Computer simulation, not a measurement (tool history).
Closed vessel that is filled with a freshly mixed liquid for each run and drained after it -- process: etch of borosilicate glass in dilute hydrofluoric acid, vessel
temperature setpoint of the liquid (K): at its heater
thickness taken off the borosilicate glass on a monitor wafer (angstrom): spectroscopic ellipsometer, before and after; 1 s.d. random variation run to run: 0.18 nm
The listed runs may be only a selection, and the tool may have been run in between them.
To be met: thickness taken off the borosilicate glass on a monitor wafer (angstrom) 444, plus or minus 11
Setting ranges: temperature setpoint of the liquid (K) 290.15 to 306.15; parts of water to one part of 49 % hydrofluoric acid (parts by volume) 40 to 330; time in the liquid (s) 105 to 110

run	hour	temperature setpoint of the liquid (K)	parts of water to one part of 49 % hydrofluoric acid (parts by volume)	time in the liquid (s)	thickness taken off the borosilicate glass on a monitor wafer (angstrom)
1	0	298.15	185	105	160.49
2	8.9	298.15	125	105	256.32
3	13.2	298.15	170	105	178.61
4	15.5	300.65	170	105	196.54
5	18.5	300.65	135	105	259.13
6	20.4	300.65	160	105	211.59
7	28.8	301.15	150	105	234.37
8	33	301.65	145	105	246.6
9	37.4	302.15	140	105	263.01
10	38.6	302.65	135	105	276.85
11	44.5	303.15	130	105	296.7
12	53.3	303.65	125	105	315.01
13	61.4	304.15	120	105	336.84
14	63.5	304.15	115	105	354.51
15	66.4	305.15	105	105	409.1

Exercise: of the 5 proposed moves below, exactly one satisfies all targets within the stated allowed misses. Which move is it?
A	69.3	305.65	100	110	?
B	69.3	306.15	120	110	?
C	69.3	306.15	110	110	?
D	69.3	304.15	95	105	?
E	69.3	305.15	110	105	?

move	thickness taken off the borosilicate glass on a monitor wafer (angstrom)
A	460.93
B	379.71
C	420.39
D	441.4
E	386.98
A: moves the result that the last run missed by most past its target, out the other side
B: the biggest miss grows against the last run
C: moves toward the targets from the last run without getting all of them in spec
D: meets every target
E: the biggest miss grows against the last run
Answer: D
